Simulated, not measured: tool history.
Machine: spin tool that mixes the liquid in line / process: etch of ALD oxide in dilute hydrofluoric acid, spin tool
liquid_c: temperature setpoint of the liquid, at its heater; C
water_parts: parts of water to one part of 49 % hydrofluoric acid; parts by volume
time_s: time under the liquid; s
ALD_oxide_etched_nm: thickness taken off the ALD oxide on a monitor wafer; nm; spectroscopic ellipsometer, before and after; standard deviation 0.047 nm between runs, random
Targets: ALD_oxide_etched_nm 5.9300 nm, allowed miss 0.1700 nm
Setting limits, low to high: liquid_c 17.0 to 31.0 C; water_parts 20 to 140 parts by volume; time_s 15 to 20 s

run	day	liquid_c	water_parts	time_s	ALD_oxide_etched_nm
1	0.000	23.0	75	20	4.7131
2	0.258	24.0	75	20	4.8352
3	0.525	25.0	75	20	5.1229
4	0.867	25.0	75	20	5.0861
5	1.004	25.5	75	20	5.1708
# day 1.092: hydrofluoric acid flow meter replaced
6	1.092	23.5	75	20	5.1444
7	1.392	23.5	70	20	5.6060
8	1.746	23.5	70	20	5.6366
9	1.938	24.0	70	20	5.5785

Consider the 4 candidate settings below. Which is the only one whose results all fall within their allowed miss of target?
A	2.129	22.5	70	20	?
B	2.129	20.0	50	15	?
C	2.129	25.0	75	20	?
D	2.129	23.0	65	20	?

move	ALD_oxide_etched_nm
A	5.3466
B	5.1827
C	5.4871
D	5.9142
A: lands further from the targets than the last run did
B: lands further from the targets than the last run did
C: lands further from the targets than the last run did
D: every result lands within tolerance
The move that meets every target is D.
